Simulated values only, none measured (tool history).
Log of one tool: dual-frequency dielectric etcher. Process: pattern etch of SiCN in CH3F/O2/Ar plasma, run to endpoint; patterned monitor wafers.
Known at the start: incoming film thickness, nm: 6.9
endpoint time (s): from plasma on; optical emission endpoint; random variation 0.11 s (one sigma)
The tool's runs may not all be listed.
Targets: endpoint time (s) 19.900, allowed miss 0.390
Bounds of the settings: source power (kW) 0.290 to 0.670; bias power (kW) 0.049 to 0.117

run 1 hour=0.0 | source_power_(kW)=0.480 bias_power_(kW)=0.083 | endpoint_time_(s)=17.569
run 2 hour=3.6 | source_power_(kW)=0.530 bias_power_(kW)=0.083 | endpoint_time_(s)=16.776
run 3 hour=9.3 | source_power_(kW)=0.500 bias_power_(kW)=0.082 | endpoint_time_(s)=17.416
run 4 hour=11.6 | source_power_(kW)=0.480 bias_power_(kW)=0.081 | endpoint_time_(s)=18.032
run 5 hour=15.6 | source_power_(kW)=0.470 bias_power_(kW)=0.081 | endpoint_time_(s)=18.034
run 6 hour=24.5 | source_power_(kW)=0.470 bias_power_(kW)=0.087 | endpoint_time_(s)=17.634
run 7 hour=26.7 | source_power_(kW)=0.450 bias_power_(kW)=0.087 | endpoint_time_(s)=17.915
run 8 hour=34.9 | source_power_(kW)=0.430 bias_power_(kW)=0.087 | endpoint_time_(s)=18.577
run 9 hour=40.7 | source_power_(kW)=0.420 bias_power_(kW)=0.087 | endpoint_time_(s)=18.712
run 10 hour=43.3 | source_power_(kW)=0.340 bias_power_(kW)=0.084 | endpoint_time_(s)=21.547
run 11 hour=44.5 | source_power_(kW)=0.350 bias_power_(kW)=0.084 | endpoint_time_(s)=21.220
run 12 hour=51.6 | source_power_(kW)=0.430 bias_power_(kW)=0.086 | endpoint_time_(s)=18.707
run 13 hour=59.8 | source_power_(kW)=0.420 bias_power_(kW)=0.086 | endpoint_time_(s)=18.739
run 14 hour=60.8 | source_power_(kW)=0.410 bias_power_(kW)=0.086 | endpoint_time_(s)=18.928
run 15 hour=66.3 | source_power_(kW)=0.400 bias_power_(kW)=0.086 | endpoint_time_(s)=19.258

Which of these 4 next moves meets every target?
run A hour=71.8 | source_power_(kW)=0.420 bias_power_(kW)=0.092 | endpoint_time_(s)=?
run B hour=71.8 | source_power_(kW)=0.480 bias_power_(kW)=0.076 | endpoint_time_(s)=?
run C hour=71.8 | source_power_(kW)=0.420 bias_power_(kW)=0.074 | endpoint_time_(s)=?
run D hour=71.8 | source_power_(kW)=0.380 bias_power_(kW)=0.105 | endpoint_time_(s)=?

move=A endpoint_time_(s)=18.262
move=B endpoint_time_(s)=18.130
move=C endpoint_time_(s)=19.694
move=D endpoint_time_(s)=18.439
A: further off than the last run
B: further off than the last run
C: meets every target
D: further off than the last run
Move C is the one to make.

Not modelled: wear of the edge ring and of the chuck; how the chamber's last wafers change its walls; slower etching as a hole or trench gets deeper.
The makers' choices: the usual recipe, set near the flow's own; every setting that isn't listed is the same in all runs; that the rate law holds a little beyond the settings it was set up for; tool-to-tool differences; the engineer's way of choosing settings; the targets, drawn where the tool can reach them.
